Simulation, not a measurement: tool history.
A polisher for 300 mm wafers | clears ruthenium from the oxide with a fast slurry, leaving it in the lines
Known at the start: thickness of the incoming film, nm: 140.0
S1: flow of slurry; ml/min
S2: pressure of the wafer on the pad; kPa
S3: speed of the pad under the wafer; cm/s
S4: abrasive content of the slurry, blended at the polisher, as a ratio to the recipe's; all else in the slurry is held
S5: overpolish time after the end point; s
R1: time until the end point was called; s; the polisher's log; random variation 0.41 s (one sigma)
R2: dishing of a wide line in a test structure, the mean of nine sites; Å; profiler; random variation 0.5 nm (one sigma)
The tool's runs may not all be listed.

run  hour   S1    S2   S3    S4  S5      R1      R2
  1   0.0  310  18.6   92  1.00  25  44.651  502.34
  2   6.5  310  18.6   92  1.00  22  44.956  473.72
  3   7.3  310  22.8   92  1.00  22  40.064  515.79
  4  13.1  310  21.4   96  1.00  20  39.418  478.42
  5  21.8  305  20.7  100  0.95  18  39.872  439.20
  6  28.2  255  20.7  100  0.95  18  41.145  425.47
  7  31.0  245  20.7  104  0.90  16  39.331  390.38
  8  33.5  235  20.7  104  0.85  15  41.502  376.24

Run 9 comes next. What will it give?
  9  36.8  225  20.7  108  0.80  14   ?   ?

Run 9 gave R1 41.074 s, R2 350.21 Å.
